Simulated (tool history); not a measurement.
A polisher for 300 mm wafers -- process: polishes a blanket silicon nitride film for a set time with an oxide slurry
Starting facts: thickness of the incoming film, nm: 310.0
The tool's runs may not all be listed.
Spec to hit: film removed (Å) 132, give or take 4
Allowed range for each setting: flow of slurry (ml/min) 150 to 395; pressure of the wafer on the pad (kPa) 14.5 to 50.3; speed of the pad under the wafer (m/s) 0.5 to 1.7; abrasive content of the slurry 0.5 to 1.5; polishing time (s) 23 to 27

run  hour  flow of slurry (ml/min)  pressure of the wafer on the pad (kPa)  speed of the pad under the wafer (m/s)  abrasive content of the slurry  polishing time (s)  film removed (Å)
  1     0                      250                                    32.4                                     1.1                               1                  27            244.49
  2     4                      250                                    32.4                                    1.36                               1                  27            298.91
  3  11.8                      250                                    26.2                                    1.36                               1                  27            237.25
  4  12.7                      250                                    26.2                                    1.36                               1                  23             205.7
  5  16.2                      250                                    26.2                                    1.36                             1.1                  23            211.35
  6  24.1                      250                                    24.1                                    1.36                             1.1                  23            196.52
  7    29                      250                                    22.1                                    1.36                             1.1                  23            178.59
  8  31.7                      250                                    20.7                                    1.36                             1.1                  23            171.28
  9  35.7                      250                                    19.3                                    1.36                             1.1                  23            159.75
 10  41.1                      250                                    18.6                                    1.36                             1.1                  23               153
 11  42.6                      250                                    17.9                                    1.36                             1.1                  23            149.47
 12  45.1                      240                                    14.5                                    1.34                             1.1                  23             118.6
 13  48.4                      240                                    14.5                                    1.34                             1.1                  23            117.75
 14  49.9                      250                                    14.5                                    1.34                             1.1                  23             120.3
 15  55.7                      260                                    14.5                                    1.34                             1.1                  23            121.92
 16  63.6                      270                                    14.5                                    1.34                             1.1                  23            121.87
 17  64.2                      270                                    17.2                                    1.34                             1.1                  23            143.18
 18  64.7                      260                                    17.2                                    1.34                             1.1                  23            141.74
 19  66.3                      255                                    17.2                                    1.34                             1.1                  23               140
 20  70.4                      250                                    17.2                                    1.34                             1.1                  23            141.42
 21  76.5                      245                                    17.2                                    1.34                             1.1                  23            140.71
 22  82.4                      245                                    16.5                                    1.34                             1.1                  23            135.59

Exercise: of the 5 proposed moves below, exactly one satisfies all targets within the stated allowed misses. Which move is it?
  A  88.3                      265                                    14.5                                    1.34                            1.15                  26                 ?
  B  88.3                      255                                    15.9                                     1.3                            1.05                  26                 ?
  C  88.3                      240                                    17.2                                    1.56                             0.9                  23                 ?
  D  88.3                      235                                    17.2                                    1.18                               1                  25                 ?
  E  88.3                      295                                    16.5                                    1.32                             1.2                  23                 ?

move  film removed (Å)
   A            139.11
   B            141.09
   C            143.34
   D            131.31
   E            142.03
A: misses by more than the last run did
B: misses by more than the last run did
C: misses by more than the last run did
D: in spec on every target
E: misses by more than the last run did
Move D is the one to make.
